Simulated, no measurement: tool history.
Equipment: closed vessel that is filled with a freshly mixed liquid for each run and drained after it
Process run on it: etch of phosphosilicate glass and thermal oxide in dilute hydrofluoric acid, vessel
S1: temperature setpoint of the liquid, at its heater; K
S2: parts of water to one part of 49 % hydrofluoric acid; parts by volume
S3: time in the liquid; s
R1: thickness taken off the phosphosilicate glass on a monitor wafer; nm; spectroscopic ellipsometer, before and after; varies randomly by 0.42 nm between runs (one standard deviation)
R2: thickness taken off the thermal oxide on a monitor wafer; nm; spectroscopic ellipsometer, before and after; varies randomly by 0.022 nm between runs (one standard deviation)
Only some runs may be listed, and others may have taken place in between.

run 1 hour=0.0 | S1=294.15 S2=85 S3=60 | R1=59.670 R2=3.2387
run 2 hour=8.5 | S1=294.15 S2=85 S3=80 | R1=78.706 R2=4.2693
run 3 hour=16.0 | S1=293.65 S2=90 S3=80 | R1=71.371 R2=3.9604
run 4 hour=24.8 | S1=293.65 S2=90 S3=100 | R1=90.719 R2=4.9523
run 5 hour=26.2 | S1=293.65 S2=90 S3=115 | R1=103.270 R2=5.7526
run 6 hour=33.8 | S1=297.15 S2=90 S3=115 | R1=118.520 R2=6.5640
run 7 hour=36.4 | S1=296.15 S2=100 S3=115 | R1=103.680 R2=5.6902
run 8 hour=43.8 | S1=295.15 S2=110 S3=115 | R1=86.463 R2=4.8475

Expected results for the next run?
run 9 hour=45.1 | S1=294.65 S2=115 S3=115 | R1=? R2=?

{"run 9": {"R1": 83.407, "R2": 4.5764}}

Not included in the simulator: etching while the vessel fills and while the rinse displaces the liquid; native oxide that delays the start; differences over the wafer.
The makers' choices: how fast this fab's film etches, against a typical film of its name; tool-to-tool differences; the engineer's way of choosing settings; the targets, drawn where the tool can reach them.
